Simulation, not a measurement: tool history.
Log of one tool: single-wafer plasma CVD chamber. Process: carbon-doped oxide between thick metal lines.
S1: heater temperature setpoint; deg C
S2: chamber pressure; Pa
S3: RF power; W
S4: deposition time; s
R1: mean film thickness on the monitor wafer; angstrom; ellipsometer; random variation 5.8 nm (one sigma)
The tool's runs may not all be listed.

run 1 day=0 | S1=370 S2=817 S3=505 S4=270 | R1=12669
run 2 day=0.267 | S1=373 S2=771 S3=460 S4=270 | R1=11684
run 3 day=0.5 | S1=377 S2=771 S3=460 S4=270 | R1=11608
run 4 day=0.592 | S1=377 S2=820 S3=460 S4=270 | R1=11601
run 5 day=0.671 | S1=380 S2=808 S3=435 S4=270 | R1=10944
run 6 day=0.692 | S1=380 S2=808 S3=435 S4=278 | R1=11224
run 7 day=0.721 | S1=382 S2=805 S3=420 S4=278 | R1=10740

The next listed run, before its measurement:
run 8 day=0.992 | S1=382 S2=805 S3=420 S4=278 | R1=?

Run 8 gave R1 10812 angstrom.
